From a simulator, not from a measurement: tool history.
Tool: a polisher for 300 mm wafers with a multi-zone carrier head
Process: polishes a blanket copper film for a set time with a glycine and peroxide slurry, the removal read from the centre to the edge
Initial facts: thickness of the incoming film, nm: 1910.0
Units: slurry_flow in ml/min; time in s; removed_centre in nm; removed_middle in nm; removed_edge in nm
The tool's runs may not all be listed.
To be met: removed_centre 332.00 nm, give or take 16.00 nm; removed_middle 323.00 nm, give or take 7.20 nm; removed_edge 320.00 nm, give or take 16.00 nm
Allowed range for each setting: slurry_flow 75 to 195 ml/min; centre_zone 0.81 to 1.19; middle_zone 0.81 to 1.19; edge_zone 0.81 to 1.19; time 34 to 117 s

Run 1, hour 0.0: slurry_flow 125 ml/min, centre_zone 1.00, middle_zone 1.00, edge_zone 1.00, time 75 s. Result: removed_centre 248.83 nm, removed_middle 250.24 nm, removed_edge 240.61 nm.
Run 2, hour 2.6: slurry_flow 125 ml/min, centre_zone 1.09, middle_zone 1.00, edge_zone 1.00, time 75 s. Result: removed_centre 269.21 nm, removed_middle 251.45 nm, removed_edge 244.88 nm.
Run 3, hour 4.7: slurry_flow 125 ml/min, centre_zone 1.17, middle_zone 1.00, edge_zone 1.00, time 75 s. Result: removed_centre 294.74 nm, removed_middle 253.19 nm, removed_edge 250.48 nm.
Run 4, hour 11.2: slurry_flow 135 ml/min, centre_zone 1.16, middle_zone 1.02, edge_zone 1.04, time 77 s. Result: removed_centre 301.18 nm, removed_middle 266.22 nm, removed_edge 260.69 nm.
Run 5, hour 15.3: slurry_flow 140 ml/min, centre_zone 1.15, middle_zone 1.03, edge_zone 1.07, time 80 s. Result: removed_centre 310.89 nm, removed_middle 281.57 nm, removed_edge 271.39 nm.
Run 6, hour 18.3: slurry_flow 165 ml/min, centre_zone 1.15, middle_zone 1.03, edge_zone 1.07, time 80 s. Result: removed_centre 319.70 nm, removed_middle 290.25 nm, removed_edge 279.97 nm.
Run 7, hour 20.2: slurry_flow 165 ml/min, centre_zone 1.14, middle_zone 1.03, edge_zone 1.09, time 82 s. Result: removed_centre 325.02 nm, removed_middle 297.00 nm, removed_edge 296.02 nm.
Run 8, hour 21.4: slurry_flow 170 ml/min, centre_zone 1.13, middle_zone 1.04, edge_zone 1.10, time 83 s. Result: removed_centre 328.77 nm, removed_middle 301.89 nm, removed_edge 298.12 nm.
Run 9, hour 24.1: slurry_flow 170 ml/min, centre_zone 1.13, middle_zone 1.04, edge_zone 1.10, time 83 s. Result: removed_centre 318.07 nm, removed_middle 303.62 nm, removed_edge 299.91 nm.
Run 10, hour 31.6: slurry_flow 175 ml/min, centre_zone 1.13, middle_zone 1.04, edge_zone 1.11, time 83 s. Result: removed_centre 329.68 nm, removed_middle 304.80 nm, removed_edge 287.24 nm.
Run 11, hour 39.5: slurry_flow 160 ml/min, centre_zone 1.13, middle_zone 1.04, edge_zone 1.10, time 85 s. Result: removed_centre 330.28 nm, removed_middle 305.18 nm, removed_edge 302.16 nm.
Run 12, hour 43.8: slurry_flow 165 ml/min, centre_zone 1.12, middle_zone 1.04, edge_zone 1.11, time 86 s. Result: removed_centre 342.32 nm, removed_middle 311.22 nm, removed_edge 310.73 nm.

Which of these 5 next moves meets every target?
Run A, hour 48.1: slurry_flow 160 ml/min, centre_zone 1.09, middle_zone 0.99, edge_zone 1.13, time 87 s. Result: removed_centre ?, removed_middle ?, removed_edge ?.
Run B, hour 48.1: slurry_flow 195 ml/min, centre_zone 1.10, middle_zone 1.09, edge_zone 1.01, time 83 s. Result: removed_centre ?, removed_middle ?, removed_edge ?.
Run C, hour 48.1: slurry_flow 190 ml/min, centre_zone 1.08, middle_zone 1.04, edge_zone 1.18, time 87 s. Result: removed_centre ?, removed_middle ?, removed_edge ?.
Run D, hour 48.1: slurry_flow 160 ml/min, centre_zone 1.12, middle_zone 1.15, edge_zone 0.95, time 82 s. Result: removed_centre ?, removed_middle ?, removed_edge ?.
Run E, hour 48.1: slurry_flow 150 ml/min, centre_zone 1.05, middle_zone 0.92, edge_zone 1.19, time 99 s. Result: removed_centre ?, removed_middle ?, removed_edge ?.

move  removed_centre  removed_middle  removed_edge
   A          328.30          303.25        309.80
   B          327.36          323.74        288.63
   C          335.33          324.77        321.48
   D          318.37          324.78        272.23
   E          355.15          320.99        357.72
A: the biggest miss grows against the last run
B: corrects the largest miss of the last run, while another result sits out of spec
C: all results in spec
D: corrects the largest miss of the last run, while another result sits out of spec
E: corrects the largest miss of the last run, while another result sits out of spec
The move that meets every target is C.
